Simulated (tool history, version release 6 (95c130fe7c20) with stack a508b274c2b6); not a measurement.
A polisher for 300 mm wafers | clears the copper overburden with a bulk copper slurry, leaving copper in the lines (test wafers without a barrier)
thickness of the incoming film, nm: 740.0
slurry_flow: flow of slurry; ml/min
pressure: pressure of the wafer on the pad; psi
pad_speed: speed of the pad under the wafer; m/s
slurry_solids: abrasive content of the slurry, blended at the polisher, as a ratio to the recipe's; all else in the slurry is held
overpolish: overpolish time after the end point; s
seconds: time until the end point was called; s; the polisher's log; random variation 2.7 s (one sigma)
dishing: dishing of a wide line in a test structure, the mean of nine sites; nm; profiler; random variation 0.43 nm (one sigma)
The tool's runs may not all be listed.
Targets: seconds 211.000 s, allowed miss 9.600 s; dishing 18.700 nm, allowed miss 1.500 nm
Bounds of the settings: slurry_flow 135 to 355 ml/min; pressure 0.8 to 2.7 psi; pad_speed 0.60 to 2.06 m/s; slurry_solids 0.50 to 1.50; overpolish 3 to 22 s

| run | day | slurry_flow | pressure | pad_speed | slurry_solids | overpolish | seconds | dishing |
|---|---|---|---|---|---|---|---|---|
| 1 | 0.000 | 225 | 1.7 | 1.32 | 1.00 | 11 | 105.460 | 42.949 |
| 2 | 0.288 | 225 | 2.0 | 1.32 | 1.00 | 11 | 90.665 | 50.235 |
| 3 | 0.338 | 225 | 1.7 | 1.24 | 1.00 | 10 | 114.430 | 41.685 |
| 4 | 0.383 | 215 | 1.5 | 1.22 | 0.95 | 8 | 131.650 | 29.185 |
| 5 | 0.583 | 215 | 1.3 | 1.20 | 0.95 | 8 | 151.030 | 25.957 |
| 6 | 0.608 | 215 | 1.2 | 1.18 | 0.95 | 8 | 165.860 | 23.177 |
| 7 | 0.933 | 215 | 1.1 | 1.18 | 0.95 | 8 | 182.410 | 21.242 |
| 8 | 1.192 | 215 | 1.0 | 1.18 | 0.95 | 8 | 199.680 | 20.063 |

Which of these 5 next moves meets every target?
| A | 1.450 | 225 | 1.0 | 1.28 | 1.00 | 8 | ? | ? |
| B | 1.450 | 230 | 0.9 | 1.16 | 0.90 | 11 | ? | ? |
| C | 1.450 | 220 | 0.9 | 1.36 | 0.95 | 8 | ? | ? |
| D | 1.450 | 240 | 1.4 | 0.84 | 0.70 | 8 | ? | ? |
| E | 1.450 | 245 | 1.0 | 1.28 | 0.95 | 9 | ? | ? |

| move | seconds | dishing |
|---|---|---|
| A | 183.900 | 20.922 |
| B | 226.810 | 22.793 |
| C | 193.440 | 19.882 |
| D | 209.610 | 19.001 |
| E | 184.260 | 23.116 |
A: further off than the last run
B: takes the result that was furthest off past its target
C: further off than the last run
D: meets every target
E: further off than the last run
Answer: D
